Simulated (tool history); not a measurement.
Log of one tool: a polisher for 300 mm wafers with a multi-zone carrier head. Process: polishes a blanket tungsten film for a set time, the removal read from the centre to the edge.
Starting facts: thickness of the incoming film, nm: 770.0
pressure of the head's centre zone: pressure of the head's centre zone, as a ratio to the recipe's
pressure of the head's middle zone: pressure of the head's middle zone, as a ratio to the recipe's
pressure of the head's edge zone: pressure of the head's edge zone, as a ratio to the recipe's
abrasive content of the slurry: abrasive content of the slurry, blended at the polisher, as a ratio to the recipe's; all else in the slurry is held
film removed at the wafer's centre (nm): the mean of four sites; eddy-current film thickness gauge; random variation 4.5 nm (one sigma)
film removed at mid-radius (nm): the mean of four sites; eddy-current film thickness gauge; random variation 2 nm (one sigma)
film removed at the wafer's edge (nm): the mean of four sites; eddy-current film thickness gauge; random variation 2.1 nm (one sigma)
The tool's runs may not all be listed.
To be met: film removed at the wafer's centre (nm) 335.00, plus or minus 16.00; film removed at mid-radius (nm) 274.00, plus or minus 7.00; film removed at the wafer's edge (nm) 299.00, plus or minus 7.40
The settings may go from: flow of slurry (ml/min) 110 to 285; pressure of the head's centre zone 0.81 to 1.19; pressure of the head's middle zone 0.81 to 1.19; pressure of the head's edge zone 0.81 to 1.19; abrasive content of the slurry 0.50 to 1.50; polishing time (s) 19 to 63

run,hour,flow of slurry (ml/min),pressure of the head's centre zone,pressure of the head's middle zone,pressure of the head's edge zone,abrasive content of the slurry,polishing time (s),film removed at the wafer's centre (nm),film removed at mid-radius (nm),film removed at the wafer's edge (nm)
1,0.0,180,1.00,1.00,1.00,1.00,41,304.93,304.05,287.54
2,4.2,180,1.00,1.00,0.94,1.00,41,301.51,305.06,277.74
3,12.7,180,0.95,1.00,0.94,1.00,41,278.99,306.09,281.82
4,18.3,180,0.97,0.97,0.97,1.00,41,293.25,295.23,286.92
5,23.2,180,0.97,1.01,0.97,1.00,41,295.32,309.25,281.31
6,25.4,175,1.00,0.99,0.98,1.00,41,307.46,299.00,283.83
7,31.1,170,1.01,0.97,1.00,1.00,41,297.81,294.46,289.98
# hour 32.1: worn pad replaced by a new one
8,32.1,175,1.03,0.95,1.00,1.00,41,338.51,317.64,311.93

Of the 5 settings listed for the next run, only one would bring every result within its allowed miss of target. Which one?
A,33.1,160,1.13,0.89,1.08,1.05,37,?,?,?
B,33.1,215,1.00,1.08,0.93,1.05,42,?,?,?
C,33.1,240,1.13,0.89,0.98,0.60,45,?,?,?
D,33.1,190,1.15,0.84,1.07,1.00,36,?,?,?
E,33.1,180,1.02,1.14,0.92,0.95,42,?,?,?

move,film removed at the wafer's centre (nm),film removed at mid-radius (nm),film removed at the wafer's edge (nm)
A,330.16,274.75,303.74
B,347.33,378.64,329.69
C,349.48,288.95,300.30
D,330.81,258.01,295.00
E,334.13,373.88,311.77
A: all results in spec
B: the biggest miss grows against the last run
C: closer than the last run, but not yet in spec
D: carries the result that was furthest off beyond its target, to the other side
E: the biggest miss grows against the last run
Correct choice: A, which meets every target

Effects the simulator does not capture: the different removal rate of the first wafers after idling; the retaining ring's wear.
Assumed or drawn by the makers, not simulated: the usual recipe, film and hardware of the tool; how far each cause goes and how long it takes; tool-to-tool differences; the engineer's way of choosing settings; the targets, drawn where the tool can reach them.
